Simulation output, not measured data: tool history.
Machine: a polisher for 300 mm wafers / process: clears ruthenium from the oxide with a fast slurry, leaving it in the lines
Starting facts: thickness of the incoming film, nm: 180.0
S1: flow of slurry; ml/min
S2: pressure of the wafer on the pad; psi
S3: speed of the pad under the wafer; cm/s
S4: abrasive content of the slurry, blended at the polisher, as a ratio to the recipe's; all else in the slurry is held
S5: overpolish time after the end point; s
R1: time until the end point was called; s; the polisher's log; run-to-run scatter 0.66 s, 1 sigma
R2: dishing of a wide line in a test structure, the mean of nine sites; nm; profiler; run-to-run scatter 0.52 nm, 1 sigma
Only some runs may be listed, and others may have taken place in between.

| run | hour | S1 | S2 | S3 | S4 | S5 | R1 | R2 |
|---|---|---|---|---|---|---|---|---|
| 1 | 0.0 | 240 | 1.8 | 126 | 1.0 | 11 | 46.262 | 34.830 |
| 2 | 4.7 | 260 | 1.8 | 126 | 1.0 | 11 | 46.200 | 35.781 |
| 3 | 6.0 | 260 | 1.7 | 126 | 1.0 | 10 | 49.744 | 31.131 |
| 4 | 8.9 | 260 | 1.7 | 152 | 1.0 | 10 | 43.107 | 32.783 |
| 5 | 10.8 | 260 | 1.6 | 152 | 1.0 | 10 | 46.053 | 32.210 |
| 6 | 12.9 | 260 | 1.5 | 152 | 1.0 | 10 | 48.084 | 30.308 |
| 7 | 20.9 | 260 | 1.4 | 152 | 1.0 | 10 | 52.077 | 28.870 |

Forecast run 8:
| 8 | 27.4 | 260 | 1.4 | 152 | 1.0 | 9 | ? | ? |

{"run 8": {"R1": 50.721, "R2": 26.154}}

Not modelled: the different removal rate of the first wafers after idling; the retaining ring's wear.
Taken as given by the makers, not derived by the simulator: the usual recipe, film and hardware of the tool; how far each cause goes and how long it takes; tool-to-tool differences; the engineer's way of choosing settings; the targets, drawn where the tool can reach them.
